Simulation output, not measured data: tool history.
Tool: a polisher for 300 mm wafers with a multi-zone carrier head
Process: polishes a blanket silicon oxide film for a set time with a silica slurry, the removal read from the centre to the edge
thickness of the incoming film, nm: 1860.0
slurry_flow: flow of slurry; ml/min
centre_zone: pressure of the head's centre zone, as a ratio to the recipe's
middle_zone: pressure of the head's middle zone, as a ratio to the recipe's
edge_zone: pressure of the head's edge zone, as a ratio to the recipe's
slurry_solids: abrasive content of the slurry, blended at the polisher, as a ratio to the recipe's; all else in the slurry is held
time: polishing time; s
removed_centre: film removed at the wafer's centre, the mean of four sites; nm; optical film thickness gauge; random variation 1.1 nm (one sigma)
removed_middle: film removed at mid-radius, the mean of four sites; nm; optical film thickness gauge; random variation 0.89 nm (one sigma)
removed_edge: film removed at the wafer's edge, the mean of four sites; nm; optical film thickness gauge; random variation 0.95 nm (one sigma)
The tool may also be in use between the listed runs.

run 1 day=0 | slurry_flow=275 centre_zone=1 middle_zone=1 edge_zone=1 slurry_solids=1 time=35 | removed_centre=112.96 removed_middle=108.81 removed_edge=111.32
run 2 day=0.279 | slurry_flow=275 centre_zone=1.01 middle_zone=1.01 edge_zone=0.98 slurry_solids=0.95 time=34 | removed_centre=110.65 removed_middle=106.45 removed_edge=101.83
run 3 day=0.55 | slurry_flow=275 centre_zone=1.01 middle_zone=1.01 edge_zone=0.98 slurry_solids=1.15 time=34 | removed_centre=119.27 removed_middle=111.66 removed_edge=113.64
run 4 day=0.692 | slurry_flow=275 centre_zone=0.94 middle_zone=1.01 edge_zone=0.98 slurry_solids=1.15 time=34 | removed_centre=112.23 removed_middle=111.62 removed_edge=112.55
run 5 day=1.046 | slurry_flow=340 centre_zone=0.94 middle_zone=1.01 edge_zone=0.98 slurry_solids=1.15 time=34 | removed_centre=111.63 removed_middle=113.19 removed_edge=110.57
run 6 day=1.371 | slurry_flow=340 centre_zone=0.94 middle_zone=0.94 edge_zone=0.98 slurry_solids=1.15 time=34 | removed_centre=112.43 removed_middle=106.6 removed_edge=111.34
run 7 day=1.583 | slurry_flow=345 centre_zone=0.94 middle_zone=0.93 edge_zone=0.96 slurry_solids=1.05 time=34 | removed_centre=108.36 removed_middle=102.8 removed_edge=111.89
run 8 day=1.621 | slurry_flow=285 centre_zone=1.04 middle_zone=1.03 edge_zone=0.87 slurry_solids=0.8 time=24 | removed_centre=74.516 removed_middle=70.061 removed_edge=64.167
run 9 day=1.925 | slurry_flow=285 centre_zone=1.05 middle_zone=1.04 edge_zone=0.89 slurry_solids=0.8 time=24 | removed_centre=76.316 removed_middle=71.601 removed_edge=63.962
run 10 day=2.138 | slurry_flow=285 centre_zone=1.05 middle_zone=1.04 edge_zone=0.91 slurry_solids=0.8 time=24 | removed_centre=74.74 removed_middle=70.232 removed_edge=66.109
run 11 day=2.238 | slurry_flow=285 centre_zone=1.06 middle_zone=1.05 edge_zone=0.91 slurry_solids=0.8 time=24 | removed_centre=74.171 removed_middle=68.491 removed_edge=66.754
run 12 day=2.412 | slurry_flow=285 centre_zone=1.06 middle_zone=1.05 edge_zone=0.9 slurry_solids=0.85 time=24 | removed_centre=78.132 removed_middle=71.589 removed_edge=67.754

Run 13 comes next. What will it give?
run 13 day=2.617 | slurry_flow=285 centre_zone=1.06 middle_zone=1.06 edge_zone=0.9 slurry_solids=0.85 time=24 | removed_centre=? removed_middle=? removed_edge=?

removed_centre: 76.47 nm
removed_middle: 71.663 nm
removed_edge: 69.233 nm

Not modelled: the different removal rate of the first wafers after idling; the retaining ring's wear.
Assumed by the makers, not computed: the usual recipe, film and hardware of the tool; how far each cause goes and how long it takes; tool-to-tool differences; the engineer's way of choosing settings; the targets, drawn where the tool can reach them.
